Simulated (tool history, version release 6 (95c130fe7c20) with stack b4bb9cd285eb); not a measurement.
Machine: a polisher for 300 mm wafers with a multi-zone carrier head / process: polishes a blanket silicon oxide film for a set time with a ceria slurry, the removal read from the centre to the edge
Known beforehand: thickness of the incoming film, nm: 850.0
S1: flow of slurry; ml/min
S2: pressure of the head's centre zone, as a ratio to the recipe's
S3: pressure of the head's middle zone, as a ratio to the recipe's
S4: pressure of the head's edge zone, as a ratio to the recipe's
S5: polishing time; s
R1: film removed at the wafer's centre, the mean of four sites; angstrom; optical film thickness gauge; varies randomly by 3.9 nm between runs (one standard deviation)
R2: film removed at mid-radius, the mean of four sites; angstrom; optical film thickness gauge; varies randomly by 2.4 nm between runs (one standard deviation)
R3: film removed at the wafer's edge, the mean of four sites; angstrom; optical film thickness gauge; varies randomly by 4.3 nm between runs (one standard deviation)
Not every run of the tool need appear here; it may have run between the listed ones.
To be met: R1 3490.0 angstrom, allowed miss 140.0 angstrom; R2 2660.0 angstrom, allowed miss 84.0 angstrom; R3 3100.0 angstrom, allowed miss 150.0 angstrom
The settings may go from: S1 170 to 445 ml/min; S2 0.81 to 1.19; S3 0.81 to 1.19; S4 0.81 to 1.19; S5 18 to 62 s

run  hour   S1    S2    S3    S4  S5      R1      R2      R3
  1   0.0  285  1.00  1.00  1.00  40  2415.8  2437.5  2444.1
  2   1.2  285  1.00  1.00  1.07  40  2465.4  2440.5  2470.5
  3   7.4  285  1.00  0.97  1.07  40  2487.5  2343.5  2560.9
  4  13.7  290  1.04  0.96  1.09  42  2729.6  2440.2  2677.6
  5  17.1  350  1.04  0.96  1.09  42  2750.3  2503.9  2727.8
  6  20.6  350  1.04  0.96  1.09  49  3162.0  2943.6  3139.8
  7  26.6  345  1.07  0.94  1.08  49  3337.6  2854.0  3140.1
  8  30.6  340  1.08  0.93  1.08  49  3325.5  2833.1  3131.2
  9  33.0  335  1.09  0.92  1.08  49  3409.3  2836.9  3097.3
 10  39.5  335  1.09  0.92  1.08  49  3389.0  2872.8  3086.9

Next run, 5 choices. One meets every target within its allowed miss, the rest don't. Which?
  A  46.0  350  0.95  0.87  1.17  51   ?   ?   ?
  B  46.0  350  1.16  0.89  1.13  47   ?   ?   ?
  C  46.0  355  1.03  0.83  1.19  53   ?   ?   ?
  D  46.0  305  1.08  0.90  1.14  47   ?   ?   ?
  E  46.0  325  1.07  0.88  1.09  48   ?   ?   ?

move      R1      R2      R3
   A  3087.3  2790.6  3344.6
   B  3479.6  2617.7  3030.5
   C  3484.5  2792.3  3509.8
   D  3191.6  2608.5  3012.3
   E  3251.3  2631.9  3027.4
A: its largest miss is bigger than the last run's
B: every result within its allowed miss
C: its largest miss is bigger than the last run's
D: puts the biggest miss on target and leaves a different result outside tolerance
E: puts the biggest miss on target and leaves a different result outside tolerance
The move that meets every target is B.

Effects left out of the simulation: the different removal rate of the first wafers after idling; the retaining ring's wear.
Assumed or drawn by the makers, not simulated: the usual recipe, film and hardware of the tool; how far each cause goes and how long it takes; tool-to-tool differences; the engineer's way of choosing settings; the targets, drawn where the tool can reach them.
